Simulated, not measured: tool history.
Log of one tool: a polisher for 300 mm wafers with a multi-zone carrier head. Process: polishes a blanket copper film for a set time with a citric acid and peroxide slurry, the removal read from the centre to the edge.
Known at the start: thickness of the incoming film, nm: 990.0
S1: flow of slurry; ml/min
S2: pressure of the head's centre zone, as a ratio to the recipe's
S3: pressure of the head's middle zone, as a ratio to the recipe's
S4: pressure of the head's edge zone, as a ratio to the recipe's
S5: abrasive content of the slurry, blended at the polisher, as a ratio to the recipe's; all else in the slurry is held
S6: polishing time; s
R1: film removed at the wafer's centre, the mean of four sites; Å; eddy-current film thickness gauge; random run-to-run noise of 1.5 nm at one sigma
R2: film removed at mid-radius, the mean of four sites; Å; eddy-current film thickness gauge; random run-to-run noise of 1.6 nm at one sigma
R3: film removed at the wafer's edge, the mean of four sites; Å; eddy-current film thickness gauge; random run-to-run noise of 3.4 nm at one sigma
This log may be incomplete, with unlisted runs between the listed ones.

run,hour,S1,S2,S3,S4,S5,S6,R1,R2,R3
1,0,255,1,1,1,1,79,1654.1,1680.9,1658.6
2,6.7,255,1,1,1,1,88,1848,1867.2,1809.6
3,11,255,1,1,1,1,100,2061.9,2096.7,2131.2
4,18.1,255,1,1,1.06,1,100,2083.2,2106.3,2138.8
5,25.2,255,1,1,1.13,1,100,2069.6,2087.7,2215.2
6,30.6,265,0.99,1.02,1.15,1.05,100,2096.3,2175.3,2342.3
7,38.4,270,0.98,1.03,1.14,1.05,100,2095,2176.5,2245.3
8,44.9,255,0.97,1.04,1.15,1.1,100,2079.6,2256.2,2259.4
9,46.4,260,0.96,1.04,1.16,1.1,100,2081.2,2223,2261.1

Expected results for the next run?
10,48.7,265,0.93,1.04,1.17,1.1,101,?,?,?

For run 10 the tool returned R1 2046 Å, R2 2243.5 Å, R3 2309.9 Å.
